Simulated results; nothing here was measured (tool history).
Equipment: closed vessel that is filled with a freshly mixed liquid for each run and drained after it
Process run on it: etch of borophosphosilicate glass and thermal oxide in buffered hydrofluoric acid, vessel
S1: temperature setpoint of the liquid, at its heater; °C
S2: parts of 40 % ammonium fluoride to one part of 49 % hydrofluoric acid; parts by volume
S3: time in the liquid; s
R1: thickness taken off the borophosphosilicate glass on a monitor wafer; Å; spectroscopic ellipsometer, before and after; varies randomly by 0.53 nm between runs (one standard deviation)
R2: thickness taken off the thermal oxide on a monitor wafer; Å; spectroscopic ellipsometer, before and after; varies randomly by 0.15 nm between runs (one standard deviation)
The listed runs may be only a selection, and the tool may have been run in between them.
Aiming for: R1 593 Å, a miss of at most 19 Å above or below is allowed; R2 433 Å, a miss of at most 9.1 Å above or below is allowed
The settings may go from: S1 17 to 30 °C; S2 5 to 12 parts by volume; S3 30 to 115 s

run 1 day=0 | S1=22 S2=7 S3=60 | R1=1196.3 R2=882.5
run 2 day=0.267 | S1=24.5 S2=7 S3=60 | R1=1389.1 R2=1012.6
run 3 day=0.55 | S1=24.5 S2=5.5 S3=60 | R1=1699.3 R2=1244.8
run 4 day=0.621 | S1=24.5 S2=5 S3=60 | R1=1862.1 R2=1350.1
run 5 day=0.692 | S1=22.5 S2=6 S3=60 | R1=1432.8 R2=1033.8
run 6 day=0.775 | S1=24.5 S2=6 S3=60 | R1=1578.8 R2=1162.3
run 7 day=1.05 | S1=22.5 S2=7 S3=60 | R1=1249.2 R2=906.42
run 8 day=1.3 | S1=21 S2=8 S3=60 | R1=970.3 R2=726.58
run 9 day=1.525 | S1=20 S2=8.5 S3=60 | R1=873.8 R2=639.64
run 10 day=1.658 | S1=19.5 S2=9 S3=60 | R1=796.92 R2=584.02
run 11 day=1.738 | S1=19 S2=9.5 S3=60 | R1=752.46 R2=552.04
run 12 day=1.817 | S1=18.5 S2=10 S3=60 | R1=699.46 R2=514.74
run 13 day=2.117 | S1=18.5 S2=10 S3=60 | R1=704.82 R2=520.97
run 14 day=2.3 | S1=18 S2=10 S3=60 | R1=681.52 R2=503.16
run 15 day=2.629 | S1=17.5 S2=10.5 S3=60 | R1=642.87 R2=465.21

Exactly one of the 4 candidate moves below puts every result within its allowed miss. Which one?
run A day=2.958 | S1=19 S2=11.5 S3=60 | R1=? R2=?
run B day=2.958 | S1=17 S2=11 S3=60 | R1=? R2=?
run C day=2.958 | S1=21.5 S2=11.5 S3=55 | R1=? R2=?
run D day=2.958 | S1=22 S2=11.5 S3=50 | R1=? R2=?

move=A R1=637.69 R2=463.14
move=B R1=595.63 R2=431.79
move=C R1=671.09 R2=488.25
move=D R1=627 R2=456.32
A: nearer the targets than the last run, but a result is still out of spec
B: all results land within tolerance of their targets
C: its largest miss is bigger than the last run's
D: nearer the targets than the last run, but a result is still out of spec
B is the move that brings every result within its allowed miss.
